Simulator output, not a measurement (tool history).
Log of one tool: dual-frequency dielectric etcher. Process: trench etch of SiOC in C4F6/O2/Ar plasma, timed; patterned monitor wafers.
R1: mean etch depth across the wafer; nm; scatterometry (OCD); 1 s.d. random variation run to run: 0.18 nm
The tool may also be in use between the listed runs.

run 1 hour=0 | source_power_(W)=420 bias_power_(W)=185 etch_time_(s)=29.5 | R1=62.779
run 2 hour=3 | source_power_(W)=420 bias_power_(W)=185 etch_time_(s)=31 | R1=65.849
run 3 hour=7.9 | source_power_(W)=420 bias_power_(W)=185 etch_time_(s)=31 | R1=65.979
run 4 hour=11.4 | source_power_(W)=390 bias_power_(W)=178 etch_time_(s)=31 | R1=63.591
run 5 hour=18.2 | source_power_(W)=390 bias_power_(W)=204 etch_time_(s)=31 | R1=66.314
run 6 hour=26.4 | source_power_(W)=370 bias_power_(W)=195 etch_time_(s)=31 | R1=63.594
run 7 hour=29.1 | source_power_(W)=350 bias_power_(W)=191 etch_time_(s)=31 | R1=61.686
run 8 hour=37.3 | source_power_(W)=330 bias_power_(W)=188 etch_time_(s)=31 | R1=59.573

Run 9 has not been measured yet. What should we expect?
run 9 hour=43.6 | source_power_(W)=320 bias_power_(W)=187 etch_time_(s)=31 | R1=?

R1: 58.971 nm
